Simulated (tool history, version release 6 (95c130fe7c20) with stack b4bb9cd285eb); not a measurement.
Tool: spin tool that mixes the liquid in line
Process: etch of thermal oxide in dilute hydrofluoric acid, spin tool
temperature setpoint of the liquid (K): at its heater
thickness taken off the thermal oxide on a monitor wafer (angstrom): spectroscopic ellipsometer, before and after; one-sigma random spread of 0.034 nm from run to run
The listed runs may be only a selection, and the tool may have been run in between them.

run  hour  temperature setpoint of the liquid (K)  parts of water to one part of 49 % hydrofluoric acid (parts by volume)  time under the liquid (s)  thickness taken off the thermal oxide on a monitor wafer (angstrom)
  1     0                                  293.15                                                                      55                         80                                                               63.872
  2   4.9                                  293.15                                                                      55                         80                                                               63.835
  3  11.6                                  295.15                                                                      55                         80                                                               69.978
  4  18.9                                  297.15                                                                      55                         80                                                               75.723
  5  20.1                                  295.65                                                                      55                         80                                                                70.98
  6  22.7                                  296.65                                                                      55                         80                                                               73.123

The next listed run, before its measurement:
  7  31.7                                  297.15                                                                      55                         80                                                                    ?

{"run 7": {"thickness taken off the thermal oxide on a monitor wafer (angstrom)": 75.084}}

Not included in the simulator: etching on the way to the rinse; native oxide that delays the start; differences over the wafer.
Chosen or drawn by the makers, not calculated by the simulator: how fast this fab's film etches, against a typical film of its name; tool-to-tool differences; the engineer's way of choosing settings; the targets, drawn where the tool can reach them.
